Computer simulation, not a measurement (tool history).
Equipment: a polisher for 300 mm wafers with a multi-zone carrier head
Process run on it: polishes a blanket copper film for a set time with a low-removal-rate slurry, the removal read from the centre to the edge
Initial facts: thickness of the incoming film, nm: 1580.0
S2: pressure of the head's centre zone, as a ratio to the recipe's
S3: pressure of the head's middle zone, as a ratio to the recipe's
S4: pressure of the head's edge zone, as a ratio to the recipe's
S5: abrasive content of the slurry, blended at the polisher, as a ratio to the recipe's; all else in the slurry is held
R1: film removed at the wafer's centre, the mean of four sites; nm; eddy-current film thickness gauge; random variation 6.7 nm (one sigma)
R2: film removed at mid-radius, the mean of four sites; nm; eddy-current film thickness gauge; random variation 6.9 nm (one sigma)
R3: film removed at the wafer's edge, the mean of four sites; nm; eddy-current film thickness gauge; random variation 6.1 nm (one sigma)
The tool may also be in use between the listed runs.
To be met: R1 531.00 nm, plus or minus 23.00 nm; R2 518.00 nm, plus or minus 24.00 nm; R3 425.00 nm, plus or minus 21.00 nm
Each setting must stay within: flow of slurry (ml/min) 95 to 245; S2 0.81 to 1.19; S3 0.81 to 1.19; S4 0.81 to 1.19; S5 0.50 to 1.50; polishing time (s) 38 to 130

{"run": 1, "hour": 0.0, "flow of slurry (ml/min)": 155, "S2": 1.0, "S3": 1.0, "S4": 1.0, "S5": 1.0, "polishing time (s)": 84, "R1": 327.98, "R2": 331.17, "R3": 330.21}
{"run": 2, "hour": 6.0, "flow of slurry (ml/min)": 170, "S2": 1.04, "S3": 1.04, "S4": 0.99, "S5": 1.1, "polishing time (s)": 87, "R1": 370.82, "R2": 372.04, "R3": 337.12}
{"run": 3, "hour": 7.6, "flow of slurry (ml/min)": 170, "S2": 0.95, "S3": 1.04, "S4": 0.99, "S5": 1.1, "polishing time (s)": 87, "R1": 339.2, "R2": 366.92, "R3": 353.42}
{"run": 4, "hour": 14.5, "flow of slurry (ml/min)": 175, "S2": 0.99, "S3": 1.05, "S4": 1.0, "S5": 1.2, "polishing time (s)": 91, "R1": 388.86, "R2": 400.08, "R3": 376.45}
{"run": 5, "hour": 20.4, "flow of slurry (ml/min)": 180, "S2": 1.02, "S3": 1.08, "S4": 1.01, "S5": 1.3, "polishing time (s)": 92, "R1": 405.21, "R2": 418.7, "R3": 397.62}
{"run": 6, "hour": 26.5, "flow of slurry (ml/min)": 180, "S2": 1.02, "S3": 1.08, "S4": 1.01, "S5": 1.45, "polishing time (s)": 92, "R1": 415.32, "R2": 424.94, "R3": 399.17}
{"run": 7, "hour": 27.7, "flow of slurry (ml/min)": 190, "S2": 1.05, "S3": 1.1, "S4": 1.0, "S5": 1.45, "polishing time (s)": 93, "R1": 439.05, "R2": 445.66, "R3": 405.1}
{"run": 8, "hour": 33.8, "flow of slurry (ml/min)": 200, "S2": 1.08, "S3": 1.12, "S4": 1.0, "S5": 1.45, "polishing time (s)": 94, "R1": 452.1, "R2": 465.37, "R3": 417.84}
{"run": 9, "hour": 40.9, "flow of slurry (ml/min)": 205, "S2": 1.11, "S3": 1.13, "S4": 0.98, "S5": 1.45, "polishing time (s)": 95, "R1": 475.51, "R2": 471.17, "R3": 414.93}
{"run": 10, "hour": 47.8, "flow of slurry (ml/min)": 210, "S2": 1.13, "S3": 1.14, "S4": 0.97, "S5": 1.45, "polishing time (s)": 96, "R1": 496.93, "R2": 478.27, "R3": 409.54}

Which of these 5 next moves meets every target?
{"run": "A", "hour": 54.7, "flow of slurry (ml/min)": 195, "S2": 1.19, "S3": 1.13, "S4": 0.94, "S5": 1.45, "polishing time (s)": 96, "R1": "?", "R2": "?", "R3": "?"}
{"run": "B", "hour": 54.7, "flow of slurry (ml/min)": 215, "S2": 1.06, "S3": 1.19, "S4": 0.92, "S5": 0.95, "polishing time (s)": 110, "R1": "?", "R2": "?", "R3": "?"}
{"run": "C", "hour": 54.7, "flow of slurry (ml/min)": 200, "S2": 1.11, "S3": 1.12, "S4": 1.13, "S5": 1.5, "polishing time (s)": 86, "R1": "?", "R2": "?", "R3": "?"}
{"run": "D", "hour": 54.7, "flow of slurry (ml/min)": 245, "S2": 1.18, "S3": 1.0, "S4": 0.98, "S5": 1.5, "polishing time (s)": 93, "R1": "?", "R2": "?", "R3": "?"}
{"run": "E", "hour": 54.7, "flow of slurry (ml/min)": 200, "S2": 1.14, "S3": 1.17, "S4": 0.92, "S5": 1.5, "polishing time (s)": 101, "R1": "?", "R2": "?", "R3": "?"}

move=A R1=518.06 R2=482.68 R3=407.76
move=B R1=483.77 R2=525.61 R3=420.94
move=C R1=438.07 R2=434.81 R3=404.27
move=D R1=518.38 R2=444.49 R3=415.97
move=E R1=528.63 R2=527.52 R3=429.23
A: better than the last run, though not everything is in spec
B: gets the furthest-off result to its target, but another result is out of tolerance
C: the biggest miss grows against the last run
D: the biggest miss grows against the last run
E: hits every target within its allowed miss
The move that meets every target is E.
